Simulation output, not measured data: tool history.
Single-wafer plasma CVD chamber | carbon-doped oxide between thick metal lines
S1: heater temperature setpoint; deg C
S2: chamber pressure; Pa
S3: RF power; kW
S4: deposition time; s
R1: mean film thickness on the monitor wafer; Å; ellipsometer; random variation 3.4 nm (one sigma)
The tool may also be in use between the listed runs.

run	day	S1	S2	S3	S4	R1
1	0	355	793	0.575	135	8171.3
2	0.371	355	793	0.615	135	8435
3	0.712	365	793	0.615	135	8277.3
4	1.075	365	793	0.615	135	8293.1
5	1.442	365	793	0.575	135	7956.5
6	1.492	360	793	0.575	135	8032.6

The next listed run, before its measurement:
7	1.812	361	776	0.56	135	?

{"run 7": {"R1": 7912.2}}
